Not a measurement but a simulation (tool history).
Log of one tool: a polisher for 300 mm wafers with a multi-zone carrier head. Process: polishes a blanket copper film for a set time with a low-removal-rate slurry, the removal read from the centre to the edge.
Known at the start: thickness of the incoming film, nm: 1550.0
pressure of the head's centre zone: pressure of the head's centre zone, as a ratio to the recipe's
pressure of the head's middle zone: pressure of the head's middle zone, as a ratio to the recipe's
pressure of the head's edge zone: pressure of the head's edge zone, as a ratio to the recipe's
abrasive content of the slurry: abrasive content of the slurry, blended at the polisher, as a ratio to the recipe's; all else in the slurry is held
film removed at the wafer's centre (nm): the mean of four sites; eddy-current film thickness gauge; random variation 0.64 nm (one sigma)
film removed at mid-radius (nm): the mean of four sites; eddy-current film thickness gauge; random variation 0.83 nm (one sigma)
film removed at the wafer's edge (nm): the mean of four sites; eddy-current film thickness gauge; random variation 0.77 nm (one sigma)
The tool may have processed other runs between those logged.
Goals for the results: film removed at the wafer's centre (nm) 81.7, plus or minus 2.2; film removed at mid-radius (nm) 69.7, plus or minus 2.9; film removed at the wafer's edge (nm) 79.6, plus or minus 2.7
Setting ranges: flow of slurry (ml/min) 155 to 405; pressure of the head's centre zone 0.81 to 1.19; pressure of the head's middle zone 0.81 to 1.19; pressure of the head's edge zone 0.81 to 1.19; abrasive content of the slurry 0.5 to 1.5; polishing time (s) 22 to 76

run	hour	flow of slurry (ml/min)	pressure of the head's centre zone	pressure of the head's middle zone	pressure of the head's edge zone	abrasive content of the slurry	polishing time (s)	film removed at the wafer's centre (nm)	film removed at mid-radius (nm)	film removed at the wafer's edge (nm)
1	0	260	1	1	1	1	49	131.75	131.91	129.21
2	1.1	260	1	0.95	1	1	49	130.66	126.68	126.52
3	7.7	260	1	1.03	1	1	49	131.07	133.58	125.69
4	11.1	255	1	1.01	1	0.95	47	126.74	125.33	119.34
5	16.4	255	1	0.95	1	0.95	47	124.53	118.11	118.75
6	20.2	255	1	0.95	1	1.1	47	128.97	121.65	124.55
7	25.7	250	1	0.94	1.01	1.05	45	122.14	115.32	119.04
8	27.3	245	1	0.93	1.01	1	44	116.54	108.95	113.98
9	27.9	240	1	0.92	1.01	0.95	43	114.3	103.33	110.56
10	31.5	240	1	0.92	1.01	0.95	43	111.93	106.73	110.96
11	33.1	245	1.01	0.91	1.02	0.9	41	108.78	99.411	104.96
12	39.5	240	1.01	0.9	1.02	0.85	40	105.57	94.103	102.6
13	43.4	235	1.01	0.89	1.01	0.8	39	101.53	89.911	98.129
14	48.7	230	1.01	0.88	1	0.75	39	98.062	89.821	95.124
15	52	230	1.01	0.87	1	0.75	38	97.002	85.818	93.57
16	56.8	230	1.01	0.87	1	0.75	38	96.834	85.627	93.861
17	61.7	200	0.99	0.81	0.96	0.5	33	78.109	64.873	73.054
18	68.8	205	0.99	0.81	0.97	0.5	33	76.937	65.58	75.2
19	71.1	210	0.99	0.81	0.97	0.5	33	77.609	66.228	75.01
20	79.6	215	0.99	0.81	0.97	0.5	33	77.21	65.407	75.704
21	80.8	220	0.99	0.81	0.97	0.5	33	77.176	65.702	75.241
22	87.5	230	1.01	0.83	1	0.5	33	79.31	68.824	77.408

Exactly one of the 4 candidate moves below puts every result within its allowed miss. Which one?
A	94.2	225	0.95	0.81	1.06	0.5	34	?	?	?
B	94.2	335	0.96	0.88	1.1	0.5	32	?	?	?
C	94.2	295	1.01	0.84	1.03	0.65	32	?	?	?
D	94.2	250	0.88	0.9	1.05	0.55	35	?	?	?

move	film removed at the wafer's centre (nm)	film removed at mid-radius (nm)	film removed at the wafer's edge (nm)
A	75.439	68.511	80.877
B	74.644	71.287	79.567
C	80.548	70.531	79.291
D	73.692	78.465	84.482
A: moves away from the targets compared with the last run
B: moves away from the targets compared with the last run
C: hits every target within its allowed miss
D: moves away from the targets compared with the last run
C is the move that brings every result within its allowed miss.
